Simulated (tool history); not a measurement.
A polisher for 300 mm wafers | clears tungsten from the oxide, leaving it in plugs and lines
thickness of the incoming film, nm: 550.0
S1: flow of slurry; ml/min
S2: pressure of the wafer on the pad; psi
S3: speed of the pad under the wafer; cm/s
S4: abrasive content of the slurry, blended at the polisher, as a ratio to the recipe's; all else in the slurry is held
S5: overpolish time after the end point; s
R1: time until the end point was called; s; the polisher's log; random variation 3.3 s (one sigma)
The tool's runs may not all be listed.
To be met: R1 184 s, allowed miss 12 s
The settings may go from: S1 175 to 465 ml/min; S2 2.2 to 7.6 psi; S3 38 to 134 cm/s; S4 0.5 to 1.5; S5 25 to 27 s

{"run": 1, "hour": 0.0, "S1": 295, "S2": 4.9, "S3": 86, "S4": 1, "S5": 25, "R1": 132.4}
{"run": 2, "hour": 4.7, "S1": 295, "S2": 4.6, "S3": 86, "S4": 1, "S5": 25, "R1": 136.68}
{"run": 3, "hour": 12.4, "S1": 295, "S2": 4.3, "S3": 86, "S4": 1, "S5": 25, "R1": 145.16}
{"run": 4, "hour": 19.0, "S1": 295, "S2": 4.3, "S3": 98, "S4": 1, "S5": 25, "R1": 129.08}
{"run": 5, "hour": 20.8, "S1": 295, "S2": 4, "S3": 96, "S4": 1, "S5": 25, "R1": 141.35}
{"run": 6, "hour": 24.9, "S1": 295, "S2": 4.5, "S3": 96, "S4": 1, "S5": 25, "R1": 126.55}
{"run": 7, "hour": 25.5, "S1": 295, "S2": 4.2, "S3": 94, "S4": 1, "S5": 25, "R1": 136.81}
{"run": 8, "hour": 29.7, "S1": 295, "S2": 3.9, "S3": 94, "S4": 1, "S5": 25, "R1": 150.88}
{"run": 9, "hour": 34.0, "S1": 295, "S2": 3.8, "S3": 94, "S4": 1, "S5": 25, "R1": 143.82}
{"run": 10, "hour": 37.5, "S1": 295, "S2": 3.5, "S3": 92, "S4": 1, "S5": 25, "R1": 163.79}
{"run": 11, "hour": 43.1, "S1": 295, "S2": 3.5, "S3": 92, "S4": 1, "S5": 25, "R1": 165.47}
{"run": 12, "hour": 47.7, "S1": 295, "S2": 3.4, "S3": 92, "S4": 1, "S5": 25, "R1": 172.93}

Which of these 4 next moves meets every target?
{"run": "A", "hour": 52.3, "S1": 295, "S2": 3.2, "S3": 94, "S4": 0.85, "S5": 25, "R1": "?"}
{"run": "B", "hour": 52.3, "S1": 410, "S2": 3, "S3": 106, "S4": 1, "S5": 27, "R1": "?"}
{"run": "C", "hour": 52.3, "S1": 225, "S2": 4.1, "S3": 84, "S4": 1.05, "S5": 26, "R1": "?"}
{"run": "D", "hour": 52.3, "S1": 290, "S2": 3.3, "S3": 104, "S4": 1.2, "S5": 26, "R1": "?"}

move=A R1=185.64
move=B R1=165.16
move=C R1=159.69
move=D R1=151.16
A: meets every target
B: further off than the last run
C: further off than the last run
D: further off than the last run
Answer: A

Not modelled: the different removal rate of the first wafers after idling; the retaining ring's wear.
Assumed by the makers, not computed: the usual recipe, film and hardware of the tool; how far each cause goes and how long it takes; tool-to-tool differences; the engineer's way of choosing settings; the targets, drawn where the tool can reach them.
